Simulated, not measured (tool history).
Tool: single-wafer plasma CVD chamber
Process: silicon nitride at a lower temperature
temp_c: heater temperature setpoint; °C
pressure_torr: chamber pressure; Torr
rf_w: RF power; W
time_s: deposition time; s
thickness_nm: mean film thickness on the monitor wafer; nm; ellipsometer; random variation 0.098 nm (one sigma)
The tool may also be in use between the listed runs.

run 1 hour=0 | temp_c=360 pressure_torr=1.94 rf_w=275 time_s=24.1 | thickness_nm=26.424
run 2 hour=6.5 | temp_c=360 pressure_torr=1.94 rf_w=300 time_s=24.1 | thickness_nm=28.497
run 3 hour=15.5 | temp_c=360 pressure_torr=1.82 rf_w=285 time_s=24 | thickness_nm=26.898
run 4 hour=16.1 | temp_c=360 pressure_torr=1.82 rf_w=285 time_s=23 | thickness_nm=25.624
run 5 hour=23.7 | temp_c=365 pressure_torr=1.82 rf_w=285 time_s=23 | thickness_nm=25.653
run 6 hour=26.6 | temp_c=355 pressure_torr=1.82 rf_w=285 time_s=23 | thickness_nm=25.67
run 7 hour=30.5 | temp_c=355 pressure_torr=1.71 rf_w=280 time_s=23 | thickness_nm=24.94
-- hour=36.6 thermocouple changed; heater temperature recalibrated
run 8 hour=36.6 | temp_c=355 pressure_torr=1.32 rf_w=260 time_s=23 | thickness_nm=22.111

Run 9 comes next. What will it give?
run 9 hour=45 | temp_c=355 pressure_torr=1.35 rf_w=260 time_s=23 | thickness_nm=?

{"run 9": {"thickness_nm": 22.132}}

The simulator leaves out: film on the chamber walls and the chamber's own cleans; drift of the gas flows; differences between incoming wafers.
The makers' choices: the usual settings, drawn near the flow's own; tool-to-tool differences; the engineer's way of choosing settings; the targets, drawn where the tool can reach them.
